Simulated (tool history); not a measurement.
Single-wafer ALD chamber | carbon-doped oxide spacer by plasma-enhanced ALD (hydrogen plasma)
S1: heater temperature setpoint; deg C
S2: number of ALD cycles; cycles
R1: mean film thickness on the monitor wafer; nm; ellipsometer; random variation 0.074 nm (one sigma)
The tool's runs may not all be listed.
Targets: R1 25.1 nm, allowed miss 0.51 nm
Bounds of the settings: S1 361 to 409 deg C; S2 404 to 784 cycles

run,day,S1,S2,R1
1,0,385,594,29.431
2,0.125,385,671,33.348
3,0.392,385,641,31.878
4,0.696,378,641,31.6
5,0.771,378,606,30.045
6,0.808,378,585,28.92
7,0.838,378,569,28.246
8,1.138,378,555,27.242

Which of these 4 next moves meets every target?
A,1.438,378,593,?
B,1.438,386,570,?
C,1.438,381,596,?
D,1.438,377,506,?

move,R1
A,29.319
B,28.181
C,29.467
D,25.017
A: further off than the last run
B: further off than the last run
C: further off than the last run
D: meets every target
Move D is the one to make.

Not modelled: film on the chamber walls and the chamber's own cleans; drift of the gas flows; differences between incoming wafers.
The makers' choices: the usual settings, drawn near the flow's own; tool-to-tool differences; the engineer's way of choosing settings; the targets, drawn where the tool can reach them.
